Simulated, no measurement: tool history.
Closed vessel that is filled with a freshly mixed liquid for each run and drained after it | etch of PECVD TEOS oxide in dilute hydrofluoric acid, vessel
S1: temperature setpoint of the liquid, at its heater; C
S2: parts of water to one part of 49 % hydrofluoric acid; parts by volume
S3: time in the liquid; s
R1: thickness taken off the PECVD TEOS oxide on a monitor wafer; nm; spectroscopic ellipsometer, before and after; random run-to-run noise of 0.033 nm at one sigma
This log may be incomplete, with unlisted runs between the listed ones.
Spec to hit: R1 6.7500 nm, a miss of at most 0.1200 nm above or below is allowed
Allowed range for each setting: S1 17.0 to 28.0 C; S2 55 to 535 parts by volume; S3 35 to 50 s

Run 1, hour 0.0: S1 20.0 C, S2 295 parts by volume, S3 50 s. Result: R1 2.8787 nm.
Run 2, hour 8.9: S1 22.5 C, S2 250 parts by volume, S3 50 s. Result: R1 3.8494 nm.
Run 3, hour 10.1: S1 22.5 C, S2 250 parts by volume, S3 50 s. Result: R1 3.8705 nm.
Run 4, hour 14.4: S1 22.5 C, S2 250 parts by volume, S3 50 s. Result: R1 3.8836 nm.
Run 5, hour 20.3: S1 24.0 C, S2 250 parts by volume, S3 50 s. Result: R1 4.0652 nm.
Run 6, hour 27.6: S1 26.5 C, S2 250 parts by volume, S3 50 s. Result: R1 4.4452 nm.
Run 7, hour 30.6: S1 27.0 C, S2 220 parts by volume, S3 50 s. Result: R1 5.2992 nm.
Run 8, hour 37.8: S1 27.5 C, S2 205 parts by volume, S3 50 s. Result: R1 5.8668 nm.
Run 9, hour 41.6: S1 28.0 C, S2 175 parts by volume, S3 50 s. Result: R1 7.2931 nm.
Run 10, hour 46.6: S1 27.5 C, S2 175 parts by volume, S3 50 s. Result: R1 7.1480 nm.

5 next moves are on the table. One of them brings every result within its allowed miss. Which?
Run A, hour 51.6: S1 28.0 C, S2 180 parts by volume, S3 50 s. Result: R1 ?.
Run B, hour 51.6: S1 26.0 C, S2 175 parts by volume, S3 50 s. Result: R1 ?.
Run C, hour 51.6: S1 26.0 C, S2 155 parts by volume, S3 50 s. Result: R1 ?.
Run D, hour 51.6: S1 27.5 C, S2 140 parts by volume, S3 35 s. Result: R1 ?.
Run E, hour 51.6: S1 25.5 C, S2 160 parts by volume, S3 50 s. Result: R1 ?.

move      R1
   A  7.0890
   B  6.8207
   C  7.8837
   D  6.5804
   E  7.4520
A: moves toward the targets from the last run without getting all of them in spec
B: hits every target within its allowed miss
C: its largest miss is bigger than the last run's
D: carries the result that was furthest off beyond its target, to the other side
E: its largest miss is bigger than the last run's
B is the move that brings every result within its allowed miss.
